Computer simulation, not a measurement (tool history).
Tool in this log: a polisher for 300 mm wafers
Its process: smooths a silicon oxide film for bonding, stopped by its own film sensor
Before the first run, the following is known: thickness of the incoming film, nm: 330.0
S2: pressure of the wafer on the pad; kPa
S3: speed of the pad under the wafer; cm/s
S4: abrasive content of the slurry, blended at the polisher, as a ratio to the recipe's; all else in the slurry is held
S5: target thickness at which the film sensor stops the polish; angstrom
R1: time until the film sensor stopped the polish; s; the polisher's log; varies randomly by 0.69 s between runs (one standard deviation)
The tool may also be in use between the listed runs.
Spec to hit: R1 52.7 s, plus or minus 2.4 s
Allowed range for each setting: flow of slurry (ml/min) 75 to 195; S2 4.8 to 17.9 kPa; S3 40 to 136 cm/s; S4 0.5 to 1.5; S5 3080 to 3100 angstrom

Run 1, hour 0: flow of slurry (ml/min) 125, S2 11 kPa, S3 88 cm/s, S4 1, S5 3080 angstrom. Result: R1 43.323 s.
Run 2, hour 2.9: flow of slurry (ml/min) 125, S2 11 kPa, S3 88 cm/s, S4 1, S5 3080 angstrom. Result: R1 41.356 s.
Run 3, hour 4.9: flow of slurry (ml/min) 125, S2 11 kPa, S3 88 cm/s, S4 1, S5 3100 angstrom. Result: R1 37.522 s.
Run 4, hour 5.7: flow of slurry (ml/min) 125, S2 11 kPa, S3 88 cm/s, S4 1, S5 3100 angstrom. Result: R1 38.158 s.
Run 5, hour 8: flow of slurry (ml/min) 155, S2 11 kPa, S3 88 cm/s, S4 1, S5 3100 angstrom. Result: R1 35.706 s.
Run 6, hour 10.1: flow of slurry (ml/min) 175, S2 11 kPa, S3 88 cm/s, S4 1, S5 3100 angstrom. Result: R1 35.433 s.
Run 7, hour 17.8: flow of slurry (ml/min) 170, S2 10.3 kPa, S3 88 cm/s, S4 1, S5 3100 angstrom. Result: R1 39.832 s.
Run 8, hour 26.5: flow of slurry (ml/min) 170, S2 9.7 kPa, S3 88 cm/s, S4 1, S5 3100 angstrom. Result: R1 40.932 s.
Run 9, hour 30.5: flow of slurry (ml/min) 170, S2 9 kPa, S3 88 cm/s, S4 1, S5 3100 angstrom. Result: R1 44.085 s.
Run 10, hour 37.5: flow of slurry (ml/min) 165, S2 8.3 kPa, S3 88 cm/s, S4 1, S5 3100 angstrom. Result: R1 47.552 s.

4 candidate next runs follow, results not yet known. Just one meets every target within its allowed miss. Identify it.
Run A, hour 44.5: flow of slurry (ml/min) 110, S2 11 kPa, S3 90 cm/s, S4 0.9, S5 3080 angstrom. Result: R1 ?.
Run B, hour 44.5: flow of slurry (ml/min) 190, S2 9 kPa, S3 78 cm/s, S4 1.3, S5 3090 angstrom. Result: R1 ?.
Run C, hour 44.5: flow of slurry (ml/min) 155, S2 9 kPa, S3 110 cm/s, S4 0.8, S5 3090 angstrom. Result: R1 ?.
Run D, hour 44.5: flow of slurry (ml/min) 160, S2 7.6 kPa, S3 92 cm/s, S4 1.05, S5 3090 angstrom. Result: R1 ?.

move      R1
   A  45.349
   B  46.989
   C  43.645
   D  53.381
A: further off than the last run
B: further off than the last run
C: further off than the last run
D: all results in spec
D meets every target.
